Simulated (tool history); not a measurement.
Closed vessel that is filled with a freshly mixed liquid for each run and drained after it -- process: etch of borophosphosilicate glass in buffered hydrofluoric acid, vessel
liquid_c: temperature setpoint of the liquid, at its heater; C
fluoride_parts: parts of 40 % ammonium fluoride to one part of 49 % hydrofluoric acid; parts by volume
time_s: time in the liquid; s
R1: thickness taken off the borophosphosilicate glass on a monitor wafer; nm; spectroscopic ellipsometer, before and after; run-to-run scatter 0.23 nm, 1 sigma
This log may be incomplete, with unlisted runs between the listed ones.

Run 1, day 0: liquid_c 23 C, fluoride_parts 12.5 parts by volume, time_s 30 s. Result: R1 36.973 nm.
Run 2, day 0.046: liquid_c 22.5 C, fluoride_parts 12.5 parts by volume, time_s 30 s. Result: R1 35.468 nm.
Run 3, day 0.421: liquid_c 22.5 C, fluoride_parts 12.5 parts by volume, time_s 30 s. Result: R1 36.453 nm.
Run 4, day 0.508: liquid_c 22 C, fluoride_parts 12.5 parts by volume, time_s 30 s. Result: R1 34.454 nm.
Run 5, day 0.854: liquid_c 22 C, fluoride_parts 12.5 parts by volume, time_s 30 s. Result: R1 34.422 nm.
Run 6, day 1.004: liquid_c 22 C, fluoride_parts 12.5 parts by volume, time_s 30 s. Result: R1 34.35 nm.
Run 7, day 1.05: liquid_c 21.5 C, fluoride_parts 12.5 parts by volume, time_s 30 s. Result: R1 33.997 nm.
Run 8, day 1.35: liquid_c 21 C, fluoride_parts 12.5 parts by volume, time_s 30 s. Result: R1 32.841 nm.

Run 9 has not been measured yet. What should we expect?
Run 9, day 1.479: liquid_c 21 C, fluoride_parts 12.5 parts by volume, time_s 30 s. Result: R1 ?.

{"run 9": {"R1": 32.547}}
